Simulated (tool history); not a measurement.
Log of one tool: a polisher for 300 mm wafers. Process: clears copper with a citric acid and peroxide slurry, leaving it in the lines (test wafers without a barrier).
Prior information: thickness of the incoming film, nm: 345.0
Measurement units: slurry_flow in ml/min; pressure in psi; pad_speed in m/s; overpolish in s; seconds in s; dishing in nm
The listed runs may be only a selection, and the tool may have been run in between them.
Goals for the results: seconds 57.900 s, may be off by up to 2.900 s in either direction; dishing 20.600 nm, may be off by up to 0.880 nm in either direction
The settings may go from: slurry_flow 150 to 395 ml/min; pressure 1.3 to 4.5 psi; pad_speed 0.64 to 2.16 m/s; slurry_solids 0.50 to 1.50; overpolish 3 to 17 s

run	day	slurry_flow	pressure	pad_speed	slurry_solids	overpolish	seconds	dishing
1	0.000	250	2.9	1.40	1.00	9	106.260	20.158
2	0.175	310	2.9	1.40	1.00	9	101.190	20.358
3	0.212	310	2.9	1.40	0.80	9	104.980	19.829
4	0.512	310	2.4	1.40	0.80	9	124.740	16.950
5	0.638	310	3.1	1.40	0.80	9	99.140	21.276
6	0.908	310	2.7	1.40	0.80	9	112.550	19.108
7	1.112	320	2.9	1.40	0.80	8	104.750	18.049
8	1.304	330	3.1	1.40	0.80	8	97.273	19.268
9	1.612	335	3.3	1.40	0.80	8	93.329	20.370
10	1.671	340	3.5	1.42	0.80	7	85.754	18.780
11	1.988	345	3.6	1.44	0.80	7	84.354	19.784
12	2.217	350	3.7	1.46	0.80	7	80.438	20.756
13	2.325	355	3.8	1.48	0.80	7	77.391	21.262
14	2.683	355	4.5	1.60	0.80	4	65.051	15.706
15	2.900	355	4.5	1.64	0.80	4	60.989	15.454
16	3.275	355	4.5	1.66	0.80	4	61.509	15.732
17	3.325	355	4.5	1.68	0.80	4	60.346	16.071
18	3.671	355	4.5	1.70	0.80	4	60.901	16.229
19	4.042	355	4.5	1.72	0.80	4	59.912	16.089
20	4.121	355	4.5	1.74	0.80	4	60.583	16.268
21	4.196	345	4.2	1.98	0.80	6	57.733	24.670

Pick the move, out of 4, that brings all results within their allowed miss; only one does.
A	4.271	270	3.7	1.96	1.20	6	?	?
B	4.271	385	4.0	1.70	0.95	5	?	?
C	4.271	375	4.2	1.96	0.75	5	?	?
D	4.271	330	3.6	2.04	0.75	5	?	?

move	seconds	dishing
A	62.623	22.636
B	65.280	18.442
C	57.619	20.737
D	65.127	18.434
A: closes in on the targets versus the last run, not all within tolerance yet
B: carries the result that was furthest off beyond its target, to the other side
C: every result within its allowed miss
D: carries the result that was furthest off beyond its target, to the other side
C meets every target.

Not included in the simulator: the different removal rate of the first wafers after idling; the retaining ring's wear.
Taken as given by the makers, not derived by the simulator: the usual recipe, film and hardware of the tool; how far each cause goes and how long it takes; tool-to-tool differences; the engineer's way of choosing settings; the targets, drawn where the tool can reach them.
